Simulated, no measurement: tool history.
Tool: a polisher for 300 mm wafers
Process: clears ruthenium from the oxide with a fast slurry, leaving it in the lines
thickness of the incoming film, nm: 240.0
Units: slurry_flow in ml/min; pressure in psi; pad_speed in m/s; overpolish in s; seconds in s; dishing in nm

run 1 day=0 | slurry_flow=250 pressure=2.8 pad_speed=0.78 slurry_solids=1 overpolish=26 | seconds=64.28 dishing=50.124
run 2 day=0.217 | slurry_flow=285 pressure=2.8 pad_speed=0.78 slurry_solids=1 overpolish=26 | seconds=63.152 dishing=54.481
run 3 day=0.254 | slurry_flow=285 pressure=2.8 pad_speed=0.78 slurry_solids=1.1 overpolish=26 | seconds=61.114 dishing=54.613
run 4 day=0.283 | slurry_flow=270 pressure=2.8 pad_speed=0.78 slurry_solids=1.1 overpolish=20 | seconds=59.656 dishing=45.06
run 5 day=0.529 | slurry_flow=270 pressure=2.8 pad_speed=0.9 slurry_solids=1.1 overpolish=20 | seconds=53.056 dishing=49.914
run 6 day=0.612 | slurry_flow=260 pressure=2.7 pad_speed=0.9 slurry_solids=1.1 overpolish=17 | seconds=55.089 dishing=43.805
run 7 day=0.683 | slurry_flow=255 pressure=2.5 pad_speed=0.9 slurry_solids=1.1 overpolish=9 | seconds=57.862 dishing=24.923

Run 8 comes next. What will it give?
run 8 day=0.858 | slurry_flow=255 pressure=2.5 pad_speed=0.88 slurry_solids=1.1 overpolish=11 | seconds=? dishing=?

Run 8 gave seconds 59.612 s, dishing 29.388 nm.
